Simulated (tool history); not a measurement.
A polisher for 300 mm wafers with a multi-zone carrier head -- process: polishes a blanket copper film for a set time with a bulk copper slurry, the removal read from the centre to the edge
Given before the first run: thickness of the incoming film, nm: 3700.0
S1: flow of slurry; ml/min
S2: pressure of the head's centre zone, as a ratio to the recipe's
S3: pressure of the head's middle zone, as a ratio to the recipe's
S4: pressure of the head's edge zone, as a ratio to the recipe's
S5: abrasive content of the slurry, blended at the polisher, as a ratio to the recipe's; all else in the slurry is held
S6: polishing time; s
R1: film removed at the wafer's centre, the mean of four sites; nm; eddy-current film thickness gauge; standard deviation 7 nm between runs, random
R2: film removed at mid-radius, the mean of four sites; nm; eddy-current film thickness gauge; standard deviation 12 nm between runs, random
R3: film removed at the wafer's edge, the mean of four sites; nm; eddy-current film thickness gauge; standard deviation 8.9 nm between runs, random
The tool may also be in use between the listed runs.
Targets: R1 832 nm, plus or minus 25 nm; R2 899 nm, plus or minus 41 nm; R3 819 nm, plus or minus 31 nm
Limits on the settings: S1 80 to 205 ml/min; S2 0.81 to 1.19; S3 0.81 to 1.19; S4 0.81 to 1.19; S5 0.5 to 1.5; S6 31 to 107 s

run  hour   S1    S2    S3    S4    S5  S6      R1      R2      R3
  1     0  135     1     1     1     1  69  548.31  552.96  523.74
  2   7.8  140     1  1.02  1.02  1.05  71  568.92  594.64  570.07
  3  10.7  140     1  1.02  1.02  1.15  71  585.43  586.69  578.93
  4  11.3  140  1.07  1.02  1.02  1.15  71  615.81  594.96  573.05
  5  12.3  140  1.07   1.1  1.02  1.15  71  628.11  631.76  576.65
  6  21.1  140  1.04   1.1  1.02  1.15  71  600.76  639.41  573.17
  7  23.9  145  1.05  1.11  1.03   1.2  73  637.52  678.86  609.84
  8  28.3  150  1.06  1.12  1.05  1.25  74  672.08  698.21  631.94
  9  32.2  155  1.06  1.13  1.06   1.3  75  689.08  698.94  634.24
 10  36.7  150  1.06  1.13  1.06   1.3  77  693.17  719.56  671.62
 11  39.5  155  1.06  1.14  1.06   1.3  78  713.02  747.49  669.51
 12  47.9  155  1.06  1.15  1.07  1.35  79     726  767.58  683.85
 13  49.3  155  1.06  1.15  1.08  1.35  80  729.35   783.6  683.01
 14  58.2  155  1.05  1.14  1.08  1.35  82  739.45  797.56  709.09
 15  60.6  155  1.05  1.14  1.09  1.35  83  752.15  810.11  730.83
 16  65.8  155  1.05  1.14   1.1  1.35  84  773.52  813.93  735.39
 17  67.9  155  1.05  1.14  1.11  1.35  85  780.77  825.14  747.78
 18  76.5  155  1.05  1.14  1.11  1.35  86  776.47  841.01  770.83
 19  78.1  160  1.05  1.14  1.12  1.35  86  778.86  826.11  772.32
 20  82.9  165  1.05  1.16  1.13   1.4  87  802.82  864.45  770.48
 21  88.5  160  1.05  1.16  1.13   1.4  87  796.18  857.01     769

Which single option among these 5 for the next run brings every result within its allowed miss of target? Just one does.
  A  94.1  155  1.05  1.16  1.14  1.45   91   ?   ?   ?
  B  94.1  135  0.82  1.11   1.1  1.15  103   ?   ?   ?
  C  94.1  155  1.15  1.19  1.04   1.3   88   ?   ?   ?
  D  94.1  205  1.19  1.13  1.08   1.4   78   ?   ?   ?
  E  94.1  155  1.14  1.05  1.19  1.25   88   ?   ?   ?

move      R1      R2      R3
   A  847.66  888.49  831.63
   B   719.4  904.88   869.5
   C  870.41  859.75  751.54
   D  845.98  771.06   710.7
   E  856.39   766.3  800.38
A: meets every target
B: pushes the last run's worst result past its target
C: the biggest miss grows against the last run
D: the biggest miss grows against the last run
E: the worst result of the last run now meets its target, but another is out of spec
The right move is A.
